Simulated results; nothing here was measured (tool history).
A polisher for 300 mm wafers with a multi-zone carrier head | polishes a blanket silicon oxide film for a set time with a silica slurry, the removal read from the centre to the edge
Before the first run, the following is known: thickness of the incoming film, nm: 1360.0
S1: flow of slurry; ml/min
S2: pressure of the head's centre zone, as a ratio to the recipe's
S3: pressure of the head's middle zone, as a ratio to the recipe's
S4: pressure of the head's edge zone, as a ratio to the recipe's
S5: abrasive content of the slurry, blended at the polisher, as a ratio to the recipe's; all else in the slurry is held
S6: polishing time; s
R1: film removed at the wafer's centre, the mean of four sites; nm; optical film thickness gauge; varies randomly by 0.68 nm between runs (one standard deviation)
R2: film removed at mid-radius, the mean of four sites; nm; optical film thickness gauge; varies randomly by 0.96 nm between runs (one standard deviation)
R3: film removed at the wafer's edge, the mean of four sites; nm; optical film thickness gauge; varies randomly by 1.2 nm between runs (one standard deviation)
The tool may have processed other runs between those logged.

run,hour,S1,S2,S3,S4,S5,S6,R1,R2,R3
1,0,260,1,1,1,1,49,155.06,154.61,159.33
2,2.7,260,1,1.06,1,1,49,155.8,163.9,161.35
3,6.5,260,1,1.06,0.94,1,49,154.58,167.55,153.83
4,11.3,305,1,1.06,0.94,1,49,160.33,164.6,155.22
5,12.6,335,0.99,0.99,0.92,0.85,46,142.57,140.99,140.16
6,21,335,0.99,0.99,0.92,0.85,36,109.95,111.67,108.84
7,22.5,335,1.02,0.93,0.91,0.75,36,109.3,100.4,105.61

Run 8 comes next. What will it give?
8,24.5,325,1.04,0.9,0.88,0.7,36,?,?,?

Logged for run 8: R1 106.69 nm, R2 94.606 nm, R3 101.61 nm.

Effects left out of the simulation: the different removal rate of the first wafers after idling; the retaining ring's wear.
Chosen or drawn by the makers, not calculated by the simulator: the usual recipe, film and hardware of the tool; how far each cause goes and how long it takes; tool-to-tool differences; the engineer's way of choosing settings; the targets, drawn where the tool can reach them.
